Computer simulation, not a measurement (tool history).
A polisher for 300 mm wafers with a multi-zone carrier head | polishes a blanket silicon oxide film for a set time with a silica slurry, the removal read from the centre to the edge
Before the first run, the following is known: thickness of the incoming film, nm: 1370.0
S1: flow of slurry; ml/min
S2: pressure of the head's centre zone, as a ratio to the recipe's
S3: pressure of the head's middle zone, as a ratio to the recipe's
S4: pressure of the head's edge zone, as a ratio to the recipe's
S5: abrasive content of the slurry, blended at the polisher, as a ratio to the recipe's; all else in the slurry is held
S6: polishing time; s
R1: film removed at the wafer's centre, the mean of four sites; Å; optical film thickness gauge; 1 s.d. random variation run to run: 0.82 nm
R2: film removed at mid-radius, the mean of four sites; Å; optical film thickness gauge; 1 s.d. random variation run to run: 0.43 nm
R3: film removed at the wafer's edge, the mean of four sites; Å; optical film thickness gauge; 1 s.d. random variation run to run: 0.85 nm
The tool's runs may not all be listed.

run    day   S1    S2    S3    S4    S5  S6      R1       R2      R3
  1  0.000  320  1.00  1.00  1.00  1.00  33  926.22   919.24  926.96
  2  0.125  320  1.00  1.07  1.00  1.00  33  906.86   970.45  917.74
  3  0.325  265  1.00  1.07  1.00  1.00  33  911.18   969.59  888.33
  4  0.354  265  1.00  1.07  1.00  1.10  33  931.02   986.66  947.31
  5  0.696  345  1.00  1.07  1.00  1.10  33  978.64  1017.80  952.23
  6  1.046  345  1.00  1.07  1.04  1.10  33  967.48  1011.30  960.88
  7  1.121  355  1.04  1.01  1.04  0.90  31  885.16   845.48  819.05
  8  1.350  350  1.04  0.95  1.05  0.75  30  786.14   720.78  767.74
  9  1.708  345  1.08  0.85  0.95  0.50  29  681.85   550.10  621.03
 10  1.888  350  1.08  0.86  0.96  0.50  29  680.43   558.29  610.77
 11  2.242  350  1.08  0.86  0.97  0.50  29  681.08   559.05  616.00

The next listed run, before its measurement:
 12  2.392  350  1.08  0.86  0.98  0.50  29   ?   ?   ?

{"run 12": {"R1": 687.62, "R2": 550.43, "R3": 622.47}}

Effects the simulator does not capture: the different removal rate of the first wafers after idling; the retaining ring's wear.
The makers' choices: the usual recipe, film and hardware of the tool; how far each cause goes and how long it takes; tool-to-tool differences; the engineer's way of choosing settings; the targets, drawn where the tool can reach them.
